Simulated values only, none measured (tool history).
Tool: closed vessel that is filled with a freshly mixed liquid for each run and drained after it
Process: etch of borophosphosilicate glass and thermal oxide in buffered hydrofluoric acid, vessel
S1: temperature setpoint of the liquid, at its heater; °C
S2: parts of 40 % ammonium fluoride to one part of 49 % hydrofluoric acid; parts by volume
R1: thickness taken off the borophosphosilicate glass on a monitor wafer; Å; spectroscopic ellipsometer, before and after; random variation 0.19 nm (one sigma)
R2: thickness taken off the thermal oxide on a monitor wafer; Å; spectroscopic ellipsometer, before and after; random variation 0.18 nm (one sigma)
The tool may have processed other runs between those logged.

{"run": 1, "day": 0.0, "S1": 23.0, "S2": 13.0, "time in the liquid (s)": 60, "R1": 590.78, "R2": 540.65}
{"run": 2, "day": 0.333, "S1": 22.0, "S2": 14.0, "time in the liquid (s)": 60, "R1": 519.34, "R2": 476.14}
{"run": 3, "day": 0.5, "S1": 21.5, "S2": 15.0, "time in the liquid (s)": 60, "R1": 471.87, "R2": 442.63}
{"run": 4, "day": 0.742, "S1": 21.5, "S2": 15.0, "time in the liquid (s)": 45, "R1": 352.91, "R2": 326.94}
{"run": 5, "day": 0.954, "S1": 21.0, "S2": 15.0, "time in the liquid (s)": 45, "R1": 350.42, "R2": 316.11}
{"run": 6, "day": 1.333, "S1": 21.0, "S2": 18.5, "time in the liquid (s)": 45, "R1": 281.3, "R2": 255.29}
{"run": 7, "day": 1.579, "S1": 21.0, "S2": 18.5, "time in the liquid (s)": 45, "R1": 281.96, "R2": 258.19}

Run 8 has not been measured yet. What should we expect?
{"run": 8, "day": 1.846, "S1": 18.0, "S2": 18.5, "time in the liquid (s)": 45, "R1": "?", "R2": "?"}

{"run 8": {"R1": 240.57, "R2": 216.06}}
